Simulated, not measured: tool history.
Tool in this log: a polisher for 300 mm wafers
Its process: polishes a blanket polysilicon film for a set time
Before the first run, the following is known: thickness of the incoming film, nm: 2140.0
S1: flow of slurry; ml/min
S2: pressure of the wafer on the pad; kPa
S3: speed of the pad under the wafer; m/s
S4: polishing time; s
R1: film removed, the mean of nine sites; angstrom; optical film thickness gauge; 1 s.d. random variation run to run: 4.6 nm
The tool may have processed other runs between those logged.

run	hour	S1	S2	S3	S4	R1
1	0	175	13.1	1.1	56	2797.8
2	3.6	175	16.5	1.1	56	3586.7
3	4.2	180	17.9	1.1	56	3814.2
4	6.9	180	19.3	1.1	56	4065.4
5	11.3	180	19.3	0.96	56	3547.9
6	16.8	180	19.3	0.96	56	3634.4

Run 7, settings as shown, results not yet in. Your forecast:
7	23.6	180	19.3	0.98	56	?

{"run 7": {"R1": 3707.1}}
